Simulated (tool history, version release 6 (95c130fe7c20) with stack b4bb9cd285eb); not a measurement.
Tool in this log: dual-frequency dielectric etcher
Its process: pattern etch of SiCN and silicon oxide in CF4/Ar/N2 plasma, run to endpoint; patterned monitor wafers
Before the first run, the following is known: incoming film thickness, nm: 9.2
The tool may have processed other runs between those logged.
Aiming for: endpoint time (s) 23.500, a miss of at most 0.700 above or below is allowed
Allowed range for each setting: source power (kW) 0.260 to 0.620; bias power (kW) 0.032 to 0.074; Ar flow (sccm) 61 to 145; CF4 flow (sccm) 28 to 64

Run 1, day 0.000: source power (kW) 0.440, bias power (kW) 0.053, Ar flow (sccm) 103, CF4 flow (sccm) 46. Result: endpoint time (s) 14.154.
Run 2, day 0.358: source power (kW) 0.440, bias power (kW) 0.058, Ar flow (sccm) 103, CF4 flow (sccm) 46. Result: endpoint time (s) 13.917.
Run 3, day 0.679: source power (kW) 0.410, bias power (kW) 0.056, Ar flow (sccm) 107, CF4 flow (sccm) 44. Result: endpoint time (s) 15.291.
Run 4, day 0.992: source power (kW) 0.410, bias power (kW) 0.056, Ar flow (sccm) 116, CF4 flow (sccm) 44. Result: endpoint time (s) 15.589.
Run 5, day 1.121: source power (kW) 0.390, bias power (kW) 0.055, Ar flow (sccm) 118, CF4 flow (sccm) 43. Result: endpoint time (s) 17.043.
Run 6, day 1.292: source power (kW) 0.370, bias power (kW) 0.055, Ar flow (sccm) 118, CF4 flow (sccm) 43. Result: endpoint time (s) 17.839.
Run 7, day 1.517: source power (kW) 0.360, bias power (kW) 0.055, Ar flow (sccm) 118, CF4 flow (sccm) 43. Result: endpoint time (s) 18.599.
Run 8, day 1.717: source power (kW) 0.350, bias power (kW) 0.055, Ar flow (sccm) 118, CF4 flow (sccm) 43. Result: endpoint time (s) 19.065.
Run 9, day 1.762: source power (kW) 0.340, bias power (kW) 0.055, Ar flow (sccm) 118, CF4 flow (sccm) 43. Result: endpoint time (s) 19.619.
Run 10, day 2.025: source power (kW) 0.330, bias power (kW) 0.055, Ar flow (sccm) 118, CF4 flow (sccm) 43. Result: endpoint time (s) 20.397.
Run 11, day 2.150: source power (kW) 0.320, bias power (kW) 0.055, Ar flow (sccm) 118, CF4 flow (sccm) 43. Result: endpoint time (s) 21.391.

Next run, 4 choices. One meets every target within its allowed miss, the rest don't. Which?
Run A, day 2.275: source power (kW) 0.350, bias power (kW) 0.055, Ar flow (sccm) 130, CF4 flow (sccm) 42. Result: endpoint time (s) ?.
Run B, day 2.275: source power (kW) 0.300, bias power (kW) 0.066, Ar flow (sccm) 95, CF4 flow (sccm) 56. Result: endpoint time (s) ?.
Run C, day 2.275: source power (kW) 0.300, bias power (kW) 0.055, Ar flow (sccm) 117, CF4 flow (sccm) 41. Result: endpoint time (s) ?.
Run D, day 2.275: source power (kW) 0.280, bias power (kW) 0.055, Ar flow (sccm) 116, CF4 flow (sccm) 46. Result: endpoint time (s) ?.

move  endpoint time (s)
   A             19.770
   B             19.689
   C             23.572
   D             25.039
A: the biggest miss grows against the last run
B: the biggest miss grows against the last run
C: hits every target within its allowed miss
D: carries the result that was furthest off beyond its target, to the other side
Correct choice: C, which meets every target

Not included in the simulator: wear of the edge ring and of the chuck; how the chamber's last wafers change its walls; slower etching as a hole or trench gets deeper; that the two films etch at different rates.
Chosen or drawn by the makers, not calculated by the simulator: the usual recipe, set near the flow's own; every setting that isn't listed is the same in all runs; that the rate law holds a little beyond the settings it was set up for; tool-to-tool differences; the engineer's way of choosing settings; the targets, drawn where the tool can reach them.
